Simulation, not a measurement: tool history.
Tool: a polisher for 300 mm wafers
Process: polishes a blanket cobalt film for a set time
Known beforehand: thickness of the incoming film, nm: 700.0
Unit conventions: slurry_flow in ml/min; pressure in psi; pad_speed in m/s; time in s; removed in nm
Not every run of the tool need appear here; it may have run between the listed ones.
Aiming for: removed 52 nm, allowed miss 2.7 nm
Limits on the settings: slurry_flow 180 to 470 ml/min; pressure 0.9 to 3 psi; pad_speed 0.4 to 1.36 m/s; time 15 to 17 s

run	hour	slurry_flow	pressure	pad_speed	time	removed
1	0	300	1.9	0.88	17	79.823
2	2.9	300	2.2	0.88	17	91.551
3	7.8	300	2.1	0.88	17	89.146
4	11.5	300	2.1	0.88	15	79.212
5	17.6	300	2.1	1.06	15	94.127
6	25.4	225	2.1	1.06	15	89.934
7	34.1	220	1.5	1.02	15	62.89
8	38.4	215	1.3	1.02	15	55.623

Exactly one of the 4 candidate moves below puts every result within its allowed miss. Which one?
A	42.7	200	1.3	0.96	17	?
B	42.7	220	1.6	0.78	17	?
C	42.7	255	1.2	1.22	15	?
D	42.7	225	1.3	0.96	15	?

move	removed
A	58.044
B	58.38
C	61.596
D	51.893
A: the biggest miss grows against the last run
B: the biggest miss grows against the last run
C: the biggest miss grows against the last run
D: every result within its allowed miss
The right move is D.

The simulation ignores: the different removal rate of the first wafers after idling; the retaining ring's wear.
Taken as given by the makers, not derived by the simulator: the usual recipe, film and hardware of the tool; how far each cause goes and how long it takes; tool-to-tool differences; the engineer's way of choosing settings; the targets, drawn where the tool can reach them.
